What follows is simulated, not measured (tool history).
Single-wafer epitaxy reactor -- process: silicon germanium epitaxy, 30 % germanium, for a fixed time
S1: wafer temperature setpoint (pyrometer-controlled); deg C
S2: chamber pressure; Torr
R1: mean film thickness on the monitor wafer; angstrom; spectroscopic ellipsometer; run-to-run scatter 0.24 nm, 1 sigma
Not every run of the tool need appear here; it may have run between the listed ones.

run  hour   S1    S2      R1
  1   0.0  590  17.8  498.31
  2   8.7  592  17.8  517.69
  3  15.4  594  17.8  531.94
  4  22.7  584  17.8  447.89
  5  27.5  587  17.8  473.35
  6  32.4  587  14.7  436.31
  7  40.2  587  14.7  433.18
  8  46.5  590  14.7  457.49
  9  49.3  593  14.7  479.96
 10  54.1  596  14.7  502.52
 11  57.0  598  14.8  517.75
 12  62.2  600  14.9  541.40
 13  62.8  602  14.9  556.16
 14  63.5  603  15.0  570.92
 15  70.3  604  15.0  576.87

Run 16 has not been measured yet. What should we expect?
 16  77.9  605  15.0   ?

{"run 16": {"R1": 589.91}}
